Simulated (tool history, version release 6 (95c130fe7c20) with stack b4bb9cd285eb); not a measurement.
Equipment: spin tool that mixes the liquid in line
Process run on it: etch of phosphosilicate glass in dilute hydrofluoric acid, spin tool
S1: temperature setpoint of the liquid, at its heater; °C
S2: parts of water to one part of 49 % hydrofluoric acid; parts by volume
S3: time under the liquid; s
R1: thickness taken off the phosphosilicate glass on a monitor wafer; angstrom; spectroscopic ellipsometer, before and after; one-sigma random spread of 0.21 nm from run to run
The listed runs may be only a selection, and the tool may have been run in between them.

run  hour    S1   S2  S3      R1
  1   0.0  22.0  155  15  104.73
  2   7.5  22.0  120  15  139.85
  3  12.0  23.0  115  15  153.14
  4  17.0  24.0  110  15  163.87
  5  22.3  24.0  145  15  121.53
  6  24.9  24.0  145  15  121.94
  7  30.3  24.5  140  15  128.23
  8  31.4  25.0  135  15  136.65

What does the tool deliver on the next run?
  9  34.8  25.5  130  15   ?

R1: 145.16 angstrom
